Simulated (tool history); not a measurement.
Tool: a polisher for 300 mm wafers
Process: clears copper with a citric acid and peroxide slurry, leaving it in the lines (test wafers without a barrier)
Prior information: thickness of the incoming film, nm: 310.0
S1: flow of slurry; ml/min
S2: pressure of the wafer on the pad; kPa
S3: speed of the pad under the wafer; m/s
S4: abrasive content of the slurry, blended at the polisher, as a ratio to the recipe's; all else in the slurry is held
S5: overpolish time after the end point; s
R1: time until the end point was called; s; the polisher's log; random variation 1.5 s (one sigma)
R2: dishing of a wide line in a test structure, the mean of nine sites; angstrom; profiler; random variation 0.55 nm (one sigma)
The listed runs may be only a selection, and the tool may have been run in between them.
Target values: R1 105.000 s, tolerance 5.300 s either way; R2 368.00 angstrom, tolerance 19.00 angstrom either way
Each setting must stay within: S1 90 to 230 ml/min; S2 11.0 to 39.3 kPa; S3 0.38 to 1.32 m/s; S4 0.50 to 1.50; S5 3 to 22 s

run 1 day=0.000 | S1=150 S2=24.8 S3=0.84 S4=1.00 S5=11 | R1=157.070 R2=155.29
run 2 day=0.292 | S1=150 S2=24.8 S3=0.68 S4=1.00 S5=11 | R1=184.910 R2=130.40
run 3 day=0.479 | S1=150 S2=26.2 S3=0.70 S4=1.00 S5=12 | R1=173.270 R2=152.62
run 4 day=0.550 | S1=150 S2=26.2 S3=0.70 S4=0.85 S5=12 | R1=178.430 R2=148.51
run 5 day=0.617 | S1=150 S2=27.6 S3=0.72 S4=0.85 S5=13 | R1=163.430 R2=170.02
run 6 day=0.892 | S1=150 S2=28.3 S3=0.74 S4=0.85 S5=14 | R1=161.060 R2=188.25
run 7 day=1.138 | S1=150 S2=35.2 S3=0.84 S4=0.85 S5=18 | R1=117.050 R2=321.42
run 8 day=1.171 | S1=155 S2=36.5 S3=0.84 S4=0.85 S5=18 | R1=110.090 R2=331.63

Exercise: of the 5 proposed moves below, exactly one satisfies all targets within the stated allowed misses. Which move is it?
run A day=1.204 | S1=165 S2=36.5 S3=0.90 S4=0.75 S5=17 | R1=? R2=?
run B day=1.204 | S1=125 S2=36.5 S3=0.86 S4=0.80 S5=17 | R1=? R2=?
run C day=1.204 | S1=160 S2=37.9 S3=0.84 S4=0.90 S5=19 | R1=? R2=?
run D day=1.204 | S1=135 S2=35.2 S3=0.84 S4=1.05 S5=17 | R1=? R2=?
run E day=1.204 | S1=140 S2=39.3 S3=0.90 S4=1.10 S5=20 | R1=? R2=?

move=A R1=105.420 R2=330.70
move=B R1=113.670 R2=309.52
move=C R1=104.100 R2=368.63
move=D R1=111.520 R2=314.45
move=E R1=92.525 R2=426.04
A: about as far from the targets as the last run
B: its largest miss is bigger than the last run's
C: all results in spec
D: its largest miss is bigger than the last run's
E: takes the biggest miss from the last run beyond its target
Answer: C
